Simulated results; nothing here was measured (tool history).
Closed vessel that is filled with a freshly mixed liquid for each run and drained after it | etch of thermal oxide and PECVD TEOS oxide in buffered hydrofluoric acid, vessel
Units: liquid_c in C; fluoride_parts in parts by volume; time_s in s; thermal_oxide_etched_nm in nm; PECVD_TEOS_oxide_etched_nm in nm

{"run": 1, "hour": 0.0, "liquid_c": 23, "fluoride_parts": 14.5, "time_s": 60, "thermal_oxide_etched_nm": 41.817, "PECVD_TEOS_oxide_etched_nm": 133.43}
{"run": 2, "hour": 5.1, "liquid_c": 23.5, "fluoride_parts": 14.5, "time_s": 60, "thermal_oxide_etched_nm": 43.392, "PECVD_TEOS_oxide_etched_nm": 136.83}
{"run": 3, "hour": 6.7, "liquid_c": 24, "fluoride_parts": 14.5, "time_s": 60, "thermal_oxide_etched_nm": 43.571, "PECVD_TEOS_oxide_etched_nm": 139.86}
{"run": 4, "hour": 14.9, "liquid_c": 24, "fluoride_parts": 14.5, "time_s": 50, "thermal_oxide_etched_nm": 36.403, "PECVD_TEOS_oxide_etched_nm": 117.65}
{"run": 5, "hour": 20.4, "liquid_c": 24, "fluoride_parts": 14.5, "time_s": 30, "thermal_oxide_etched_nm": 22.047, "PECVD_TEOS_oxide_etched_nm": 70.054}
{"run": 6, "hour": 24.5, "liquid_c": 27, "fluoride_parts": 14.5, "time_s": 30, "thermal_oxide_etched_nm": 25.754, "PECVD_TEOS_oxide_etched_nm": 81.791}

Run 7 comes next. What will it give?
{"run": 7, "hour": 31.1, "liquid_c": 27.5, "fluoride_parts": 13.5, "time_s": 30, "thermal_oxide_etched_nm": "?", "PECVD_TEOS_oxide_etched_nm": "?"}

thermal_oxide_etched_nm: 28.565 nm
PECVD_TEOS_oxide_etched_nm: 91.177 nm

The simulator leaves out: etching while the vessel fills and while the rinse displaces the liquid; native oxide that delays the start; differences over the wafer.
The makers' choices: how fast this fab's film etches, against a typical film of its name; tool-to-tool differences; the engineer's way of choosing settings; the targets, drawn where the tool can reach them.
